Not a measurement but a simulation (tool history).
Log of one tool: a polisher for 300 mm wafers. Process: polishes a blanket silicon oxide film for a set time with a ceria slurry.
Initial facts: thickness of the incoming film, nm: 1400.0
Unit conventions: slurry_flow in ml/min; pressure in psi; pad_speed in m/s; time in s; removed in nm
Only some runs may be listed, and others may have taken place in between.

run 1 day=0 | slurry_flow=270 pressure=3.3 pad_speed=1.24 time=32 | removed=153.9
run 2 day=0.188 | slurry_flow=270 pressure=3 pad_speed=1.24 time=32 | removed=141.15
run 3 day=0.338 | slurry_flow=270 pressure=3 pad_speed=1.24 time=32 | removed=143.16
run 4 day=0.429 | slurry_flow=270 pressure=3 pad_speed=1.46 time=32 | removed=165.35
run 5 day=0.517 | slurry_flow=270 pressure=2.6 pad_speed=1.46 time=32 | removed=141.41
run 6 day=0.696 | slurry_flow=270 pressure=2.4 pad_speed=1.46 time=32 | removed=133.73

Run 7 is up next; what results do you expect?
run 7 day=0.746 | slurry_flow=270 pressure=2.2 pad_speed=1.46 time=32 | removed=?

removed: 123.69 nm
